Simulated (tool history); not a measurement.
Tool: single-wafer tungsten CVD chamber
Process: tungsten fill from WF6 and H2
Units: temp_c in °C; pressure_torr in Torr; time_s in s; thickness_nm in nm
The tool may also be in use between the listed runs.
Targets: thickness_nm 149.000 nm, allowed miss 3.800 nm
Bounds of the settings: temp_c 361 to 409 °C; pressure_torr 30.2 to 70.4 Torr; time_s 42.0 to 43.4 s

run 1 day=0.000 | temp_c=385 pressure_torr=50.3 time_s=42.0 | thickness_nm=115.420
run 2 day=0.371 | temp_c=385 pressure_torr=44.7 time_s=42.0 | thickness_nm=109.120
run 3 day=0.471 | temp_c=375 pressure_torr=44.7 time_s=42.0 | thickness_nm=91.766
run 4 day=0.621 | temp_c=379 pressure_torr=45.0 time_s=42.0 | thickness_nm=98.665
run 5 day=0.971 | temp_c=382 pressure_torr=45.3 time_s=42.0 | thickness_nm=104.620
run 6 day=1.296 | temp_c=385 pressure_torr=45.5 time_s=42.0 | thickness_nm=110.060
run 7 day=1.638 | temp_c=388 pressure_torr=45.7 time_s=42.0 | thickness_nm=117.240
run 8 day=1.675 | temp_c=390 pressure_torr=45.8 time_s=42.0 | thickness_nm=120.080
run 9 day=1.900 | temp_c=392 pressure_torr=45.9 time_s=42.0 | thickness_nm=124.740
run 10 day=2.154 | temp_c=394 pressure_torr=46.0 time_s=42.0 | thickness_nm=129.650
run 11 day=2.479 | temp_c=395 pressure_torr=46.1 time_s=42.0 | thickness_nm=131.660
run 12 day=2.850 | temp_c=396 pressure_torr=46.2 time_s=42.0 | thickness_nm=133.540

5 next moves are on the table. One of them brings every result within its allowed miss. Which?
run A day=3.221 | temp_c=398 pressure_torr=48.7 time_s=42.0 | thickness_nm=?
run B day=3.221 | temp_c=401 pressure_torr=57.8 time_s=42.0 | thickness_nm=?
run C day=3.221 | temp_c=402 pressure_torr=55.0 time_s=42.0 | thickness_nm=?
run D day=3.221 | temp_c=396 pressure_torr=45.4 time_s=43.4 | thickness_nm=?
run E day=3.221 | temp_c=405 pressure_torr=41.6 time_s=42.6 | thickness_nm=?

move=A thickness_nm=141.690
move=B thickness_nm=159.870
move=C thickness_nm=159.180
move=D thickness_nm=137.530
move=E thickness_nm=150.520
A: nearer than the last run, and not there yet
B: takes the result that was furthest off past its target
C: takes the result that was furthest off past its target
D: nearer than the last run, and not there yet
E: meets every target
Move E is the one to make.
